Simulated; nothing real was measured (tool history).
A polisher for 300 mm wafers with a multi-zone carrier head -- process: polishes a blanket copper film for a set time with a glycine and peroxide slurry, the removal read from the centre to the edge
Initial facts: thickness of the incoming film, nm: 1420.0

run,hour,flow of slurry (ml/min),pressure of the head's centre zone,pressure of the head's middle zone,pressure of the head's edge zone,polishing time (s),film removed at the wafer's centre (nm),film removed at mid-radius (nm),film removed at the wafer's edge (nm)
1,0.0,155,1.00,1.00,1.00,77,390.31,392.20,381.58
2,9.0,155,1.00,1.07,1.00,77,399.58,423.98,381.62
3,17.1,155,0.95,1.07,1.00,77,374.04,414.04,380.21
4,17.8,155,0.95,1.07,1.00,67,328.59,355.91,330.04
5,26.8,155,0.97,1.04,0.99,67,332.11,348.15,330.54
6,29.7,155,0.97,1.04,1.02,67,333.68,349.03,338.54

Run 7, settings as shown, results not yet in. Your forecast:
7,32.6,150,0.98,1.02,1.01,67,?,?,?

film removed at the wafer's centre (nm): 328.94
film removed at mid-radius (nm): 339.97
film removed at the wafer's edge (nm): 329.59
